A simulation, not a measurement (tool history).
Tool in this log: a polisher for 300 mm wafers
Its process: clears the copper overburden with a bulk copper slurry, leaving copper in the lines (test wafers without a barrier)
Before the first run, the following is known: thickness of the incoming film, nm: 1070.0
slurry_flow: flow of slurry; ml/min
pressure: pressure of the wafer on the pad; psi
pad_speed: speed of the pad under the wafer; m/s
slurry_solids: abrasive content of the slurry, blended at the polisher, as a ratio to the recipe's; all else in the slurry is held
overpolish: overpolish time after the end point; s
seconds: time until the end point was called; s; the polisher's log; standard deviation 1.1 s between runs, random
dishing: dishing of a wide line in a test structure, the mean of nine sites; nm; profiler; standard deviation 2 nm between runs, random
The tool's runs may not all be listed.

run 1 hour=0 | slurry_flow=125 pressure=3.3 pad_speed=1.08 slurry_solids=1 overpolish=25 | seconds=103.8 dishing=83.668
run 2 hour=2.1 | slurry_flow=125 pressure=3.3 pad_speed=1.08 slurry_solids=1.1 overpolish=25 | seconds=99.399 dishing=83.2
run 3 hour=10.5 | slurry_flow=125 pressure=3.5 pad_speed=1.08 slurry_solids=1.1 overpolish=25 | seconds=93.677 dishing=87.347
run 4 hour=15.5 | slurry_flow=110 pressure=3.5 pad_speed=1.08 slurry_solids=1.1 overpolish=25 | seconds=99.052 dishing=90.915
run 5 hour=16.6 | slurry_flow=110 pressure=3.5 pad_speed=1.08 slurry_solids=1.2 overpolish=25 | seconds=95.74 dishing=89.357
run 6 hour=18.1 | slurry_flow=110 pressure=3.5 pad_speed=0.98 slurry_solids=1.2 overpolish=25 | seconds=104.5 dishing=88.211
run 7 hour=21.6 | slurry_flow=120 pressure=3.7 pad_speed=0.98 slurry_solids=1.2 overpolish=25 | seconds=96.833 dishing=89.255
run 8 hour=24 | slurry_flow=125 pressure=3.8 pad_speed=0.98 slurry_solids=1.2 overpolish=25 | seconds=98.875 dishing=91.913
run 9 hour=26.8 | slurry_flow=125 pressure=4 pad_speed=1 slurry_solids=1.2 overpolish=22 | seconds=90.734 dishing=93.749

Run 10 comes next. What will it give?
run 10 hour=30.6 | slurry_flow=130 pressure=4.1 pad_speed=1.02 slurry_solids=1.2 overpolish=20 | seconds=? dishing=?

Run 10 measured seconds 87.823 s, dishing 89.627 nm.
